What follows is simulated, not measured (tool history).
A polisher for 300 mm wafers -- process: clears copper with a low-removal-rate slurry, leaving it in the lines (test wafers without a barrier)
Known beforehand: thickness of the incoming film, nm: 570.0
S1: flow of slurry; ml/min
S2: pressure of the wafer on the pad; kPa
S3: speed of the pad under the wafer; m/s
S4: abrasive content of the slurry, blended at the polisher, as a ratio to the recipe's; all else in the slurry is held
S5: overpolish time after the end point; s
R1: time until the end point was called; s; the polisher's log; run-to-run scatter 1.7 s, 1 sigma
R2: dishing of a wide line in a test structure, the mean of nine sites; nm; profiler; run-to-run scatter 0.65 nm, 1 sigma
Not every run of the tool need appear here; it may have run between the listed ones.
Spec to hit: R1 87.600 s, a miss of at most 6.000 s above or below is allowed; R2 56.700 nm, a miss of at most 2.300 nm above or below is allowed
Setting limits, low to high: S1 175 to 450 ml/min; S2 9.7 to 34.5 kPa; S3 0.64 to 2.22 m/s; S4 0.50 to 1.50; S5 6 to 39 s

| run | day | S1 | S2 | S3 | S4 | S5 | R1 | R2 |
|---|---|---|---|---|---|---|---|---|
| 1 | 0.000 | 290 | 22.1 | 1.42 | 1.00 | 20 | 128.270 | 55.548 |
| 2 | 0.050 | 290 | 24.8 | 1.42 | 1.00 | 20 | 113.780 | 60.959 |
| 3 | 0.350 | 290 | 26.2 | 1.42 | 1.00 | 18 | 105.080 | 58.354 |
| 4 | 0.721 | 290 | 26.2 | 1.42 | 1.10 | 18 | 103.680 | 60.246 |
| 5 | 1.038 | 285 | 26.9 | 1.42 | 1.10 | 17 | 102.990 | 59.970 |
| 6 | 1.100 | 290 | 27.6 | 1.42 | 1.05 | 16 | 103.640 | 57.320 |
| 7 | 1.333 | 290 | 29.0 | 1.44 | 1.05 | 15 | 92.684 | 57.788 |
| 8 | 1.579 | 290 | 30.3 | 1.44 | 1.05 | 13 | 89.000 | 52.668 |
| 9 | 1.721 | 290 | 30.3 | 1.46 | 1.05 | 15 | 92.794 | 59.839 |

Exactly one of the 5 candidate moves below puts every result within its allowed miss. Which one?
| A | 1.862 | 200 | 29.0 | 1.60 | 1.15 | 14 | ? | ? |
| B | 1.862 | 265 | 26.2 | 1.54 | 1.05 | 15 | ? | ? |
| C | 1.862 | 250 | 24.8 | 1.82 | 1.00 | 17 | ? | ? |
| D | 1.862 | 220 | 33.8 | 1.38 | 1.20 | 15 | ? | ? |
| E | 1.862 | 300 | 25.5 | 1.44 | 0.95 | 21 | ? | ? |

| move | R1 | R2 |
|---|---|---|
| A | 89.106 | 58.183 |
| B | 100.690 | 55.492 |
| C | 92.054 | 65.011 |
| D | 86.277 | 63.454 |
| E | 112.070 | 65.840 |
A: meets every target
B: gets the furthest-off result to its target, but another result is out of tolerance
C: misses by more than the last run did
D: misses by more than the last run did
E: misses by more than the last run did
A meets every target.

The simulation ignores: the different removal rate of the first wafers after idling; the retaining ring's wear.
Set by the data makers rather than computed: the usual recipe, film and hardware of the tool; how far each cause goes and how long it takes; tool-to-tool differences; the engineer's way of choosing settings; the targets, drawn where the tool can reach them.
